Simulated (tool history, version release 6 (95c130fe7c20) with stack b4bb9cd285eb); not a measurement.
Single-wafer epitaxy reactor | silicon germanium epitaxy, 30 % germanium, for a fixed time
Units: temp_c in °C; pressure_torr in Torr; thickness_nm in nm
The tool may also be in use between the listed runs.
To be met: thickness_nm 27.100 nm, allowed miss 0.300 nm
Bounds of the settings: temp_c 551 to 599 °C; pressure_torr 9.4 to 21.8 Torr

run	hour	temp_c	pressure_torr	thickness_nm
1	0.0	575	15.6	30.194
2	1.3	574	15.6	29.756
3	7.1	573	15.6	29.285
4	10.3	572	15.6	28.708
5	13.3	579	15.6	32.455
6	22.1	576	15.6	30.720
7	24.0	574	15.6	29.700
8	25.4	574	15.6	29.749
9	29.6	573	15.6	29.307
10	37.4	572	15.6	28.639
11	44.2	571	15.6	28.295

Which of these 4 next moves meets every target?
A	51.0	570	14.5	?
B	51.0	565	20.0	?
C	51.0	574	15.8	?
D	51.0	570	15.9	?

move	thickness_nm
A	27.159
B	27.765
C	29.926
D	28.001
A: meets every target
B: nearer than the last run, and not there yet
C: further off than the last run
D: nearer than the last run, and not there yet
Answer: A
